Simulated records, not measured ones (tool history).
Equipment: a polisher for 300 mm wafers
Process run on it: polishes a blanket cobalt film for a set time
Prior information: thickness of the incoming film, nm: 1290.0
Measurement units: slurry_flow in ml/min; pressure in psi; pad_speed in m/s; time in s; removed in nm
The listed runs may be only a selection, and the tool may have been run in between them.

{"run": 1, "hour": 0.0, "slurry_flow": 270, "pressure": 1.3, "pad_speed": 0.84, "time": 68, "removed": 223.37}
{"run": 2, "hour": 6.4, "slurry_flow": 270, "pressure": 1.3, "pad_speed": 0.84, "time": 72, "removed": 240.41}
{"run": 3, "hour": 9.8, "slurry_flow": 305, "pressure": 1.3, "pad_speed": 0.84, "time": 72, "removed": 250.79}
{"run": 4, "hour": 15.8, "slurry_flow": 250, "pressure": 1.3, "pad_speed": 0.84, "time": 72, "removed": 237.42}
{"run": 5, "hour": 16.5, "slurry_flow": 245, "pressure": 1.1, "pad_speed": 0.78, "time": 72, "removed": 190.89}
{"run": 6, "hour": 22.5, "slurry_flow": 240, "pressure": 1.0, "pad_speed": 0.72, "time": 72, "removed": 161.52}

Run 7 comes next. What will it give?
{"run": 7, "hour": 31.5, "slurry_flow": 240, "pressure": 0.9, "pad_speed": 0.68, "time": 72, "removed": "?"}

{"run 7": {"removed": 140.8}}
